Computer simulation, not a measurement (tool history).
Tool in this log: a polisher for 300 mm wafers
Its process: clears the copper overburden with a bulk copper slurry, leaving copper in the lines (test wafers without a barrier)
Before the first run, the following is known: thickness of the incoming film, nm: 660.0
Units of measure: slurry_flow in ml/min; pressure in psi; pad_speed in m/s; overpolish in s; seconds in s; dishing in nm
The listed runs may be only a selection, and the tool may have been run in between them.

| run | day | slurry_flow | pressure | pad_speed | slurry_solids | overpolish | seconds | dishing |
|---|---|---|---|---|---|---|---|---|
| 1 | 0 | 220 | 2.1 | 1.24 | 1 | 20 | 59.361 | 53.403 |
| 2 | 0.054 | 220 | 2.2 | 1.26 | 1 | 18 | 58.507 | 52.557 |
| 3 | 0.175 | 220 | 2.3 | 1.3 | 1 | 17 | 53.509 | 51.633 |
| 4 | 0.25 | 220 | 2.3 | 1 | 1 | 17 | 64.094 | 50.169 |
| 5 | 0.6 | 220 | 2.3 | 1 | 1 | 24 | 64.285 | 54.327 |
| 6 | 0.792 | 220 | 2.4 | 1.04 | 1 | 23 | 60.14 | 56.146 |
| 7 | 0.979 | 220 | 2.5 | 1.08 | 1 | 21 | 56.558 | 54.364 |

Run 8 is up next; what results do you expect?
| 8 | 1.271 | 220 | 2.6 | 1.12 | 1 | 20 | ? | ? |

seconds: 52.732 s
dishing: 54.521 nm
